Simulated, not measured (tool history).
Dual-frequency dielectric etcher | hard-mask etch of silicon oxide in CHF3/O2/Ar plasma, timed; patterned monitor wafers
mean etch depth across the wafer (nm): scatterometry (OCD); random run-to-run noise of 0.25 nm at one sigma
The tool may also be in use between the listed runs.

run  hour  source power (kW)  bias power (kW)  etch time (s)  mean etch depth across the wafer (nm)
  1     0               0.67            0.199             20                                 46.775
  2   8.4               0.65            0.197             20                                 45.227
  3  14.6               0.76            0.197             20                                 48.796
  4  21.9               0.76            0.197             20                                  48.66
  5  25.9               0.74            0.195             20                                 47.617
  6  33.8               0.78            0.195             20                                 49.272
  7  42.7               0.76            0.193             20                                 47.665
  8  48.1               0.76            0.193             20                                 48.047

Run 9, settings as shown, results not yet in. Your forecast:
  9  55.3               0.74            0.191             20                                      ?

{"run 9": {"mean etch depth across the wafer (nm)": 47.685}}
